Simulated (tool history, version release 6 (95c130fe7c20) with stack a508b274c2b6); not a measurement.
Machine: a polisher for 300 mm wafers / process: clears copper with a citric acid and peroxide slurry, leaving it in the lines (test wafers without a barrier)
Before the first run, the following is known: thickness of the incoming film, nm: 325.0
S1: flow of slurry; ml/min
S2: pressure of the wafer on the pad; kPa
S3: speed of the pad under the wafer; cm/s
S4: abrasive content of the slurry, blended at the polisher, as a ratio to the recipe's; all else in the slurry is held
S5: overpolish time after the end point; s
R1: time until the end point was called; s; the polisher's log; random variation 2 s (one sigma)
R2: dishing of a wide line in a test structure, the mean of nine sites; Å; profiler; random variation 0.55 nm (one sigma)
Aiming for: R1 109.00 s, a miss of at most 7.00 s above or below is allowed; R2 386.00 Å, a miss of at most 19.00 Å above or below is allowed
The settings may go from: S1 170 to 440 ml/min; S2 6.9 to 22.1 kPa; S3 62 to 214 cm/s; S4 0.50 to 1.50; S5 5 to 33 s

{"run": 1, "hour": 0.0, "S1": 280, "S2": 14.5, "S3": 138, "S4": 1.0, "S5": 17, "R1": 201.19, "R2": 199.58}
{"run": 2, "hour": 8.4, "S1": 280, "S2": 14.5, "S3": 138, "S4": 1.0, "S5": 21, "R1": 200.65, "R2": 220.15}
{"run": 3, "hour": 12.1, "S1": 335, "S2": 14.5, "S3": 138, "S4": 1.0, "S5": 21, "R1": 193.9, "R2": 230.58}
{"run": 4, "hour": 17.2, "S1": 335, "S2": 11.7, "S3": 138, "S4": 1.0, "S5": 21, "R1": 233.95, "R2": 195.15}
{"run": 5, "hour": 22.6, "S1": 335, "S2": 14.5, "S3": 142, "S4": 1.0, "S5": 21, "R1": 180.66, "R2": 235.97}
{"run": 6, "hour": 29.1, "S1": 335, "S2": 14.5, "S3": 142, "S4": 1.0, "S5": 17, "R1": 185.56, "R2": 199.68}
{"hour": 29.7, "done": "slurry blender recalibrated"}
{"run": 7, "hour": 29.7, "S1": 325, "S2": 16.5, "S3": 146, "S4": 1.0, "S5": 19, "R1": 150.53, "R2": 253.47}
{"run": 8, "hour": 36.8, "S1": 320, "S2": 17.9, "S3": 146, "S4": 1.0, "S5": 20, "R1": 142.24, "R2": 269.69}
{"run": 9, "hour": 39.4, "S1": 320, "S2": 17.9, "S3": 146, "S4": 1.0, "S5": 20, "R1": 139.6, "R2": 276.75}
{"run": 10, "hour": 46.9, "S1": 315, "S2": 18.6, "S3": 146, "S4": 1.0, "S5": 21, "R1": 130.91, "R2": 290.39}
{"run": 11, "hour": 55.7, "S1": 310, "S2": 19.3, "S3": 148, "S4": 1.0, "S5": 22, "R1": 127.78, "R2": 303.54}
{"run": 12, "hour": 59.6, "S1": 315, "S2": 20.0, "S3": 148, "S4": 1.0, "S5": 23, "R1": 124.15, "R2": 316.53}
{"run": 13, "hour": 66.6, "S1": 315, "S2": 21.4, "S3": 160, "S4": 1.0, "S5": 26, "R1": 106.86, "R2": 360.66}

Pick the move, out of 4, that brings all results within their allowed miss; only one does.
{"run": "A", "hour": 73.6, "S1": 355, "S2": 20.7, "S3": 172, "S4": 0.6, "S5": 21, "R1": "?", "R2": "?"}
{"run": "B", "hour": 73.6, "S1": 285, "S2": 22.1, "S3": 146, "S4": 1.15, "S5": 22, "R1": "?", "R2": "?"}
{"run": "C", "hour": 73.6, "S1": 320, "S2": 19.3, "S3": 172, "S4": 0.95, "S5": 19, "R1": "?", "R2": "?"}
{"run": "D", "hour": 73.6, "S1": 310, "S2": 22.1, "S3": 156, "S4": 0.85, "S5": 29, "R1": "?", "R2": "?"}

move=A R1=113.05 R2=320.66
move=B R1=112.53 R2=330.55
move=C R1=112.34 R2=303.63
move=D R1=110.94 R2=378.99
A: its largest miss is bigger than the last run's
B: its largest miss is bigger than the last run's
C: its largest miss is bigger than the last run's
D: all results land within tolerance of their targets
Go with D: it meets all targets.
